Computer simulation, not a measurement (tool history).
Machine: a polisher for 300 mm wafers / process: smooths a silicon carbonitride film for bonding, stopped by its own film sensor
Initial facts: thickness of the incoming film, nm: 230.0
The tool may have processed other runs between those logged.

| run | hour | flow of slurry (ml/min) | pressure of the wafer on the pad (psi) | speed of the pad under the wafer (cm/s) | abrasive content of the slurry | target thickness at which the film sensor stops the polish (Å) | time until the film sensor stopped the polish (s) |
|---|---|---|---|---|---|---|---|
| 1 | 0 | 160 | 1.6 | 82 | 1 | 2100 | 130.6 |
| 2 | 4.4 | 160 | 1.3 | 80 | 1 | 2100 | 161.88 |
| 3 | 12 | 160 | 1.3 | 80 | 1 | 2100 | 160.57 |
| 4 | 20.4 | 160 | 1.1 | 80 | 1 | 2100 | 195.2 |
| 5 | 24.5 | 160 | 1.4 | 80 | 1 | 2100 | 153.33 |
| 6 | 29.8 | 160 | 1.4 | 70 | 1 | 2100 | 162.25 |
| 7 | 30.8 | 160 | 1.2 | 70 | 1 | 2100 | 185.71 |

Forecast run 8:
| 8 | 36.9 | 160 | 1.1 | 70 | 1 | 2100 | ? |

time until the film sensor stopped the polish (s): 203.26
